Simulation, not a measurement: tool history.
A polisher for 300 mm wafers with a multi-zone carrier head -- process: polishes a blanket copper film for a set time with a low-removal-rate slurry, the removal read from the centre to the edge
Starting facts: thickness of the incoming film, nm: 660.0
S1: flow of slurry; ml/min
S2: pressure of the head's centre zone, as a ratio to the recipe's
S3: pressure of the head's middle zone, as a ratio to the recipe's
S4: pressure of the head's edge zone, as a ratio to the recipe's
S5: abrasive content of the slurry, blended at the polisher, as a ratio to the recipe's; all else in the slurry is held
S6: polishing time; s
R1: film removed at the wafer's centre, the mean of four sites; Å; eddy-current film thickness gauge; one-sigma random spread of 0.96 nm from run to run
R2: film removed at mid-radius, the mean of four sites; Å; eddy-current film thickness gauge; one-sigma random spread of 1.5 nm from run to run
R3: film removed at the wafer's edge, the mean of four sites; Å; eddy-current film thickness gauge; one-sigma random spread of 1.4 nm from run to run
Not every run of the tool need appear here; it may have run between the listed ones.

{"run": 1, "day": 0.0, "S1": 230, "S2": 1.0, "S3": 1.0, "S4": 1.0, "S5": 1.0, "S6": 89, "R1": 2318.0, "R2": 2301.2, "R3": 2215.5}
{"run": 2, "day": 0.208, "S1": 230, "S2": 1.0, "S3": 1.0, "S4": 1.0, "S5": 1.0, "S6": 68, "R1": 1765.6, "R2": 1814.1, "R3": 1717.5}
{"run": 3, "day": 0.471, "S1": 225, "S2": 0.98, "S3": 0.99, "S4": 0.98, "S5": 0.95, "S6": 68, "R1": 1690.9, "R2": 1730.4, "R3": 1683.0}
{"run": 4, "day": 0.829, "S1": 220, "S2": 0.97, "S3": 0.99, "S4": 0.96, "S5": 0.9, "S6": 68, "R1": 1638.2, "R2": 1705.1, "R3": 1599.5}
{"run": 5, "day": 1.008, "S1": 215, "S2": 0.95, "S3": 0.98, "S4": 0.95, "S5": 0.9, "S6": 68, "R1": 1606.6, "R2": 1672.9, "R3": 1634.4}
{"run": 6, "day": 1.238, "S1": 255, "S2": 0.95, "S3": 0.98, "S4": 0.95, "S5": 0.9, "S6": 68, "R1": 1635.9, "R2": 1696.3, "R3": 1641.8}
{"run": 7, "day": 1.312, "S1": 250, "S2": 0.93, "S3": 0.98, "S4": 0.93, "S5": 0.9, "S6": 68, "R1": 1591.8, "R2": 1716.4, "R3": 1646.4}

What will run 8 give?
{"run": 8, "day": 1.442, "S1": 245, "S2": 0.92, "S3": 0.98, "S4": 0.92, "S5": 0.85, "S6": 68, "R1": "?", "R2": "?", "R3": "?"}

R1: 1526.9 Å
R2: 1679.6 Å
R3: 1581.5 Å
